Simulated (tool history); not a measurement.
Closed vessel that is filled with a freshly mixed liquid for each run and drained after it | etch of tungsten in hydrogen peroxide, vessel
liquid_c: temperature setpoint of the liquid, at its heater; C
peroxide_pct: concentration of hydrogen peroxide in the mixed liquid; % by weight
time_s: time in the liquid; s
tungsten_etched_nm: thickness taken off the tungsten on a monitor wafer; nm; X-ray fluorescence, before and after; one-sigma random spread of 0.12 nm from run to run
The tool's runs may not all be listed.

| run | hour | liquid_c | peroxide_pct | time_s | tungsten_etched_nm |
|---|---|---|---|---|---|
| 1 | 0 | 50 | 20 | 30 | 25.475 |
| 2 | 4.9 | 50 | 23 | 30 | 26.875 |
| 3 | 11.7 | 50 | 19 | 30 | 24.72 |
| 4 | 18.9 | 50 | 22 | 30 | 26.649 |
| 5 | 22.8 | 48 | 22 | 30 | 23.424 |
| 6 | 29.6 | 48 | 22 | 30 | 23.572 |
| 7 | 30.4 | 46.5 | 22 | 30 | 21.427 |
| 8 | 35.9 | 45.5 | 22 | 30 | 20.219 |

The next listed run, before its measurement:
| 9 | 44.3 | 44.5 | 22 | 30 | ? |

{"run 9": {"tungsten_etched_nm": 18.692}}
